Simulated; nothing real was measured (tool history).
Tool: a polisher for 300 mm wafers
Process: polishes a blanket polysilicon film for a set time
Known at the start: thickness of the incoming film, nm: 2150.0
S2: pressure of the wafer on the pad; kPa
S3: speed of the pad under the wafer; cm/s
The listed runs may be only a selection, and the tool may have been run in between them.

{"run": 1, "hour": 0.0, "flow of slurry (ml/min)": 275, "S2": 15.9, "S3": 78, "polishing time (s)": 41, "film removed (nm)": 260.14}
{"run": 2, "hour": 2.4, "flow of slurry (ml/min)": 275, "S2": 15.9, "S3": 78, "polishing time (s)": 41, "film removed (nm)": 257.97}
{"run": 3, "hour": 4.9, "flow of slurry (ml/min)": 275, "S2": 15.9, "S3": 88, "polishing time (s)": 41, "film removed (nm)": 288.24}
{"run": 4, "hour": 6.3, "flow of slurry (ml/min)": 275, "S2": 18.6, "S3": 88, "polishing time (s)": 41, "film removed (nm)": 338.57}
{"run": 5, "hour": 8.2, "flow of slurry (ml/min)": 275, "S2": 15.2, "S3": 88, "polishing time (s)": 41, "film removed (nm)": 283.34}
{"run": 6, "hour": 15.4, "flow of slurry (ml/min)": 275, "S2": 17.2, "S3": 88, "polishing time (s)": 41, "film removed (nm)": 308.35}
{"run": 7, "hour": 18.3, "flow of slurry (ml/min)": 275, "S2": 20, "S3": 90, "polishing time (s)": 41, "film removed (nm)": 359.34}

Expected results for the next run?
{"run": 8, "hour": 24.7, "flow of slurry (ml/min)": 275, "S2": 21.4, "S3": 92, "polishing time (s)": 41, "film removed (nm)": "?"}

For run 8 the tool returned film removed (nm) 388.87.

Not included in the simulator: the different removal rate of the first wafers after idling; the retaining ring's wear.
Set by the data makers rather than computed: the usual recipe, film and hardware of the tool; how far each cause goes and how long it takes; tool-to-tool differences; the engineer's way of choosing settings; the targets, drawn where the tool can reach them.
